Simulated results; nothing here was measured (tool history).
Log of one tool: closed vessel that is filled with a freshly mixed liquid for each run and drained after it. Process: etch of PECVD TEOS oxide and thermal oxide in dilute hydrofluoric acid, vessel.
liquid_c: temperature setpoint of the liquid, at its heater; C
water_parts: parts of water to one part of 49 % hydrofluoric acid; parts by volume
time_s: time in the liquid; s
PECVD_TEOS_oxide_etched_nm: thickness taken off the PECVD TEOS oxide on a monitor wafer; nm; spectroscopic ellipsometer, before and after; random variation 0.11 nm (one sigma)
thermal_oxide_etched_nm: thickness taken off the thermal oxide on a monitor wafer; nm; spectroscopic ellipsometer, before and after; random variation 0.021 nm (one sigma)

{"run": 1, "hour": 0.0, "liquid_c": 24.0, "water_parts": 240, "time_s": 195, "PECVD_TEOS_oxide_etched_nm": 17.145, "thermal_oxide_etched_nm": 3.2343}
{"run": 2, "hour": 3.7, "liquid_c": 23.5, "water_parts": 240, "time_s": 195, "PECVD_TEOS_oxide_etched_nm": 16.966, "thermal_oxide_etched_nm": 3.126}
{"run": 3, "hour": 5.5, "liquid_c": 23.5, "water_parts": 240, "time_s": 250, "PECVD_TEOS_oxide_etched_nm": 21.701, "thermal_oxide_etched_nm": 3.9943}
{"run": 4, "hour": 9.9, "liquid_c": 22.5, "water_parts": 245, "time_s": 250, "PECVD_TEOS_oxide_etched_nm": 20.303, "thermal_oxide_etched_nm": 3.7329}
{"run": 5, "hour": 13.7, "liquid_c": 21.5, "water_parts": 250, "time_s": 250, "PECVD_TEOS_oxide_etched_nm": 19.311, "thermal_oxide_etched_nm": 3.5348}
{"run": 6, "hour": 21.1, "liquid_c": 24.5, "water_parts": 250, "time_s": 250, "PECVD_TEOS_oxide_etched_nm": 21.355, "thermal_oxide_etched_nm": 3.9733}
{"run": 7, "hour": 24.9, "liquid_c": 23.5, "water_parts": 255, "time_s": 250, "PECVD_TEOS_oxide_etched_nm": 19.961, "thermal_oxide_etched_nm": 3.7026}
{"run": 8, "hour": 26.7, "liquid_c": 22.5, "water_parts": 260, "time_s": 250, "PECVD_TEOS_oxide_etched_nm": 18.98, "thermal_oxide_etched_nm": 3.5089}

Forecast run 9:
{"run": 9, "hour": 28.8, "liquid_c": 21.5, "water_parts": 265, "time_s": 250, "PECVD_TEOS_oxide_etched_nm": "?", "thermal_oxide_etched_nm": "?"}

Run 9 gave PECVD_TEOS_oxide_etched_nm 17.681 nm, thermal_oxide_etched_nm 3.2694 nm.
